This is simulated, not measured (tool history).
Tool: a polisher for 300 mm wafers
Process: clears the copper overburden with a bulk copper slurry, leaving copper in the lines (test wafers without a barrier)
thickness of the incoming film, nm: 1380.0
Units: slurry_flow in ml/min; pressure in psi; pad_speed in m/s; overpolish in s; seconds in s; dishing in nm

Run 1, hour 0.0: slurry_flow 170 ml/min, pressure 3.0 psi, pad_speed 0.90 m/s, slurry_solids 1.00, overpolish 14 s. Result: seconds 155.05 s, dishing 64.237 nm.
Run 2, hour 8.4: slurry_flow 170 ml/min, pressure 3.0 psi, pad_speed 0.90 m/s, slurry_solids 1.15, overpolish 14 s. Result: seconds 154.89 s, dishing 66.947 nm.
Run 3, hour 10.3: slurry_flow 170 ml/min, pressure 3.0 psi, pad_speed 0.90 m/s, slurry_solids 1.15, overpolish 19 s. Result: seconds 149.72 s, dishing 80.768 nm.
Run 4, hour 11.3: slurry_flow 165 ml/min, pressure 2.6 psi, pad_speed 0.78 m/s, slurry_solids 1.10, overpolish 17 s. Result: seconds 206.22 s, dishing 62.718 nm.
Run 5, hour 13.0: slurry_flow 135 ml/min, pressure 2.6 psi, pad_speed 0.78 m/s, slurry_solids 1.10, overpolish 17 s. Result: seconds 212.60 s, dishing 59.888 nm.
Run 6, hour 18.0: slurry_flow 135 ml/min, pressure 2.3 psi, pad_speed 0.74 m/s, slurry_solids 1.10, overpolish 15 s. Result: seconds 249.83 s, dishing 48.436 nm.

Run 7 comes next. What will it give?
Run 7, hour 23.7: slurry_flow 135 ml/min, pressure 1.5 psi, pad_speed 0.64 m/s, slurry_solids 1.10, overpolish 13 s. Result: seconds ?, dishing ?.

{"run 7": {"seconds": 422.06, "dishing": 27.682}}

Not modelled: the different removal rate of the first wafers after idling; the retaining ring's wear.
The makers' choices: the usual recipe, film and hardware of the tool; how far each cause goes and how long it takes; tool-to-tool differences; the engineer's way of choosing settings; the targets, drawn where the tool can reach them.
